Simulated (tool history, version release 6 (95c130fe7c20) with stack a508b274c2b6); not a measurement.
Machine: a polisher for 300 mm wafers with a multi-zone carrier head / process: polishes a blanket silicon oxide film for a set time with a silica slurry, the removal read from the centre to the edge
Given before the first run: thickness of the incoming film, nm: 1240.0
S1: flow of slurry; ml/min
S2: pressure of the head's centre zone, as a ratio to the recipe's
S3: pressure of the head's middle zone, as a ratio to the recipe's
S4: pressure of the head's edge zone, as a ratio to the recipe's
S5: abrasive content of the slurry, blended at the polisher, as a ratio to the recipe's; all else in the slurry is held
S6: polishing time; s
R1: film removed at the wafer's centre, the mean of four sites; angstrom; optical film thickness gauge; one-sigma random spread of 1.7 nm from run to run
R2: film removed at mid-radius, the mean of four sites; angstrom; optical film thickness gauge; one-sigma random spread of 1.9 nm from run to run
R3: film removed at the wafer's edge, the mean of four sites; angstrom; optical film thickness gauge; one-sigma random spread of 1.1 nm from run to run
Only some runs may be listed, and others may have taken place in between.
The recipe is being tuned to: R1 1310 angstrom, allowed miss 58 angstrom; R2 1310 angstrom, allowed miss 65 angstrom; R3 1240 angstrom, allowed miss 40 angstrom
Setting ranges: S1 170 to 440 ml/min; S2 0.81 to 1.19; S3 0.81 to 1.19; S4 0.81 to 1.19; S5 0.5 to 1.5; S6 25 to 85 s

run	hour	S1	S2	S3	S4	S5	S6	R1	R2	R3
1	0	280	1	1	1	1	55	1730.5	1678.3	1752.9
2	8.2	280	1	1.01	0.97	0.85	54	1564.9	1589.5	1555.6
3	11.7	280	1	1.05	0.97	0.85	54	1584.9	1654.5	1546.1
4	18.8	335	1	1.05	0.97	0.85	54	1588.4	1692.9	1582
5	21.4	325	1	1.02	0.94	0.75	54	1535	1512.9	1479.2
6	26.6	320	0.98	1.02	0.91	0.7	54	1391.6	1502	1382
7	27.8	315	0.98	1	0.88	0.7	54	1421.1	1458.9	1380.3
8	33.9	310	0.98	0.99	0.86	0.65	54	1378.4	1421.4	1315.4
9	38.1	305	0.98	0.97	0.85	0.65	54	1344.8	1404.1	1287.4
10	44	285	1	0.89	0.84	0.6	54	1319	1244	1231.1
11	48.6	285	1	0.9	0.84	0.6	54	1313.7	1225.1	1231.6
12	54.2	290	1	0.91	0.84	0.6	54	1314.6	1250.8	1223.9

Exercise: of the 4 proposed moves below, exactly one satisfies all targets within the stated allowed misses. Which move is it?
A	59.8	280	1.14	0.93	0.81	0.6	52	?	?	?
B	59.8	305	1.06	1.03	0.83	0.7	47	?	?	?
C	59.8	210	1.06	0.82	0.94	0.55	56	?	?	?
D	59.8	285	0.98	0.95	0.82	0.6	55	?	?	?

move	R1	R2	R3
A	1421.8	1210.5	1142.3
B	1328.6	1293.5	1139.8
C	1314.3	1091	1218.5
D	1332.2	1303.9	1216.3
A: moves away from the targets compared with the last run
B: the worst result of the last run now meets its target, but another is out of spec
C: moves away from the targets compared with the last run
D: in spec on every target
Answer: D

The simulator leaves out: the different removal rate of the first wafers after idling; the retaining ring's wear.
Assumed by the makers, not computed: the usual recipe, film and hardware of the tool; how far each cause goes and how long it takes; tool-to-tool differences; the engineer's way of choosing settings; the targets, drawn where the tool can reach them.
